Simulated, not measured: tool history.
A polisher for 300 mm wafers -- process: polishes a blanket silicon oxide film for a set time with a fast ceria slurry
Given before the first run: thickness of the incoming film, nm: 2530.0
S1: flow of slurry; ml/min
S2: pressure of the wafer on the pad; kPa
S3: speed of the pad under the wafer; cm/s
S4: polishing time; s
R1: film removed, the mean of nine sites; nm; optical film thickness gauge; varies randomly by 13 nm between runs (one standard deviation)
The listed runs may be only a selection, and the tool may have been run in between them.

run,hour,S1,S2,S3,S4,R1
1,0,310,13.8,128,71,1070.5
2,7.1,310,11,128,71,877.77
3,9.9,310,9,128,71,750.2
4,15.6,310,11,128,71,880.75
5,21.6,310,12.4,128,71,958
6,28.1,310,12.4,128,71,975.77
7,34.7,310,13.8,128,71,1062

Run 8 comes next. What will it give?
8,37.3,310,15.2,128,71,?

Run 8 yielded R1 1139 nm.
